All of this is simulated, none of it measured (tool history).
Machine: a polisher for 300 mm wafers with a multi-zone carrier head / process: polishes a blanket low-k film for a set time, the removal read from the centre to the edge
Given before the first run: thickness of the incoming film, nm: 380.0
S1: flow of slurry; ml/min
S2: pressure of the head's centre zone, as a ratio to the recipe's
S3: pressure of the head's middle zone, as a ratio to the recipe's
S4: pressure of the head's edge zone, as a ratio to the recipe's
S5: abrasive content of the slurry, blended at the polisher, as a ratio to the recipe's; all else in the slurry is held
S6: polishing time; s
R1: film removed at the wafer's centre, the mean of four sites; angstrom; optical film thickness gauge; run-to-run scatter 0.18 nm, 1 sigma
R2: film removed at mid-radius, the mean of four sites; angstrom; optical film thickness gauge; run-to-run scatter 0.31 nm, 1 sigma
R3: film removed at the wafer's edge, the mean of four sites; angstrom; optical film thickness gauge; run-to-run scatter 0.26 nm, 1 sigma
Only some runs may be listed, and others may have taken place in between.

| run | hour | S1 | S2 | S3 | S4 | S5 | S6 | R1 | R2 | R3 |
|---|---|---|---|---|---|---|---|---|---|---|
| 1 | 0.0 | 210 | 1.00 | 1.00 | 1.00 | 1.00 | 81 | 174.21 | 175.08 | 176.97 |
| 2 | 0.9 | 210 | 1.00 | 1.00 | 1.04 | 1.00 | 81 | 173.15 | 170.76 | 179.14 |
| 3 | 2.7 | 210 | 1.07 | 1.00 | 1.04 | 1.00 | 81 | 186.84 | 176.91 | 179.51 |
| 4 | 8.2 | 210 | 1.07 | 0.95 | 1.04 | 1.00 | 81 | 186.94 | 170.98 | 185.20 |
| 5 | 14.0 | 210 | 1.01 | 0.95 | 1.04 | 1.00 | 81 | 176.16 | 172.60 | 182.71 |
| 6 | 17.5 | 210 | 1.01 | 0.95 | 1.04 | 0.85 | 81 | 165.96 | 160.62 | 171.27 |
| 7 | 21.5 | 230 | 1.06 | 1.00 | 1.01 | 0.95 | 81 | 187.42 | 176.20 | 177.78 |
| 8 | 27.1 | 250 | 1.09 | 1.04 | 0.99 | 0.95 | 81 | 189.89 | 183.86 | 174.84 |
|  | 31.5 | edge zone pressure recalibrated |
| 9 | 31.5 | 260 | 1.12 | 1.04 | 0.96 | 1.00 | 81 | 202.64 | 185.62 | 169.92 |

Run 10 is up next; what results do you expect?
| 10 | 35.1 | 270 | 1.14 | 1.06 | 0.97 | 1.05 | 81 | ? | ? | ? |

{"run 10": {"R1": 208.44, "R2": 188.92, "R3": 180.5}}
